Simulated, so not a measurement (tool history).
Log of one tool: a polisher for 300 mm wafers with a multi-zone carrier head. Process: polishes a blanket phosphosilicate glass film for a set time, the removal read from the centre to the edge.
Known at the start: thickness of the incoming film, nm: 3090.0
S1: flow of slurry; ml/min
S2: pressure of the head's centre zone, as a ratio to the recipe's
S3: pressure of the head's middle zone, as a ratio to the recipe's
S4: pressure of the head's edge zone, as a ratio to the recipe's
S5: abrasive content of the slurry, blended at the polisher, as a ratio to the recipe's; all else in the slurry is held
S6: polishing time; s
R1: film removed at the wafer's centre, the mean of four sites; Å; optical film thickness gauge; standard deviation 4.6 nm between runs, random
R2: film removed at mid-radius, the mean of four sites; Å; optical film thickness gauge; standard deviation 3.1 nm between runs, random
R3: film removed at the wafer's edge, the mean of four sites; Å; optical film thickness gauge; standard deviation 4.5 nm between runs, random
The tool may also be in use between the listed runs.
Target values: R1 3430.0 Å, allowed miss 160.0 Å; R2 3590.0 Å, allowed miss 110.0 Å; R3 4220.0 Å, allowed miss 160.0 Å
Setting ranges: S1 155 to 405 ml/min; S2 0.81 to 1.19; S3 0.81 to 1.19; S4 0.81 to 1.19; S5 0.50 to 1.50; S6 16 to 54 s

run 1 hour=0.0 | S1=260 S2=1.00 S3=1.00 S4=1.00 S5=1.00 S6=35 | R1=3383.6 R2=3420.9 R3=3508.8
run 2 hour=8.8 | S1=260 S2=1.00 S3=1.00 S4=1.00 S5=1.00 S6=40 | R1=3835.6 R2=3905.7 R3=3929.5
run 3 hour=11.1 | S1=260 S2=1.05 S3=1.00 S4=1.00 S5=1.00 S6=40 | R1=4092.1 R2=3863.7 R3=3876.7
run 4 hour=15.5 | S1=260 S2=1.05 S3=1.00 S4=1.00 S5=0.95 S6=40 | R1=3937.4 R2=3832.9 R3=3853.4
run 5 hour=18.2 | S1=260 S2=1.11 S3=1.00 S4=1.00 S5=0.95 S6=40 | R1=4225.0 R2=3850.0 R3=3875.7
run 6 hour=24.4 | S1=260 S2=1.11 S3=1.00 S4=0.97 S5=0.95 S6=40 | R1=4142.1 R2=3848.2 R3=3781.2
run 7 hour=27.0 | S1=250 S2=1.06 S3=0.99 S4=1.00 S5=0.95 S6=40 | R1=3969.3 R2=3794.1 R3=3821.2
run 8 hour=35.9 | S1=210 S2=0.96 S3=0.89 S4=1.10 S5=1.05 S6=40 | R1=3582.5 R2=3533.5 R3=4130.1

Consider the 4 candidate settings below. Which is the only one whose results all fall within their allowed miss of target?
run A hour=44.8 | S1=225 S2=0.81 S3=0.84 S4=1.19 S5=1.15 S6=40 | R1=? R2=? R3=?
run B hour=44.8 | S1=225 S2=0.88 S3=0.81 S4=1.19 S5=1.05 S6=41 | R1=? R2=? R3=?
run C hour=44.8 | S1=210 S2=0.91 S3=0.92 S4=1.12 S5=1.10 S6=39 | R1=? R2=? R3=?
run D hour=44.8 | S1=295 S2=1.03 S3=0.85 S4=1.05 S5=1.00 S6=38 | R1=? R2=? R3=?

move=A R1=3183.7 R2=3521.4 R3=4577.8
move=B R1=3424.3 R2=3381.1 R3=4531.4
move=C R1=3393.7 R2=3599.2 R3=4214.4
move=D R1=3789.0 R2=3305.2 R3=3962.7
A: carries the result that was furthest off beyond its target, to the other side
B: corrects the largest miss of the last run, while another result sits out of spec
C: every result lands within tolerance
D: lands further from the targets than the last run did
Answer: C
